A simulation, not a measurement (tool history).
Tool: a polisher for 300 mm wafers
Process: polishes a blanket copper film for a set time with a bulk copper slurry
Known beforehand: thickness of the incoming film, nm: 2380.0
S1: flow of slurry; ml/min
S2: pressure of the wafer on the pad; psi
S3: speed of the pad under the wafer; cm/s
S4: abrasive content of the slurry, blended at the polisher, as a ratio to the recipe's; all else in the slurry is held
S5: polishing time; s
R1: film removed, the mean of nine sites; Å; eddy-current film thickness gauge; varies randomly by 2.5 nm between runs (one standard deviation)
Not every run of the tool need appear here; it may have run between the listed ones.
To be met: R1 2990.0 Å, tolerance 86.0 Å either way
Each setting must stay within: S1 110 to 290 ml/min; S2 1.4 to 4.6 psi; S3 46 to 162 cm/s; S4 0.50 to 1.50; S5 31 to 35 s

run 1 day=0.000 | S1=185 S2=3.0 S3=104 S4=1.00 S5=35 | R1=3922.3
run 2 day=0.029 | S1=185 S2=3.0 S3=112 S4=1.00 S5=35 | R1=4185.3
run 3 day=0.225 | S1=185 S2=3.4 S3=112 S4=1.00 S5=35 | R1=4596.1
run 4 day=0.533 | S1=185 S2=3.2 S3=112 S4=1.00 S5=35 | R1=4327.3
run 5 day=0.712 | S1=185 S2=3.0 S3=112 S4=1.00 S5=35 | R1=4141.3
run 6 day=0.758 | S1=185 S2=3.0 S3=112 S4=1.00 S5=31 | R1=3661.6
run 7 day=0.804 | S1=185 S2=2.9 S3=112 S4=1.00 S5=31 | R1=3618.1
run 8 day=1.108 | S1=165 S2=2.2 S3=112 S4=1.00 S5=31 | R1=2801.2
run 9 day=1.288 | S1=170 S2=2.2 S3=112 S4=1.00 S5=31 | R1=2772.9
run 10 day=1.596 | S1=175 S2=2.2 S3=112 S4=1.00 S5=31 | R1=2849.7
run 11 day=1.804 | S1=180 S2=2.2 S3=112 S4=1.00 S5=31 | R1=2827.0
run 12 day=2.167 | S1=180 S2=2.2 S3=112 S4=1.00 S5=31 | R1=2862.1
run 13 day=2.408 | S1=190 S2=2.2 S3=112 S4=1.00 S5=31 | R1=2870.6
run 14 day=2.671 | S1=200 S2=2.2 S3=112 S4=1.00 S5=31 | R1=2876.4

Of the 4 settings listed for the next run, only one would bring every result within its allowed miss of target. Which one?
run A day=2.933 | S1=285 S2=2.5 S3=88 S4=0.75 S5=34 | R1=?
run B day=2.933 | S1=140 S2=2.4 S3=100 S4=0.90 S5=32 | R1=?
run C day=2.933 | S1=200 S2=2.1 S3=102 S4=1.20 S5=31 | R1=?
run D day=2.933 | S1=190 S2=1.7 S3=118 S4=1.05 S5=35 | R1=?

move=A R1=2981.9
move=B R1=2729.5
move=C R1=2685.8
move=D R1=2728.9
A: each result inside its tolerance
B: moves away from the targets compared with the last run
C: moves away from the targets compared with the last run
D: moves away from the targets compared with the last run
Answer: A
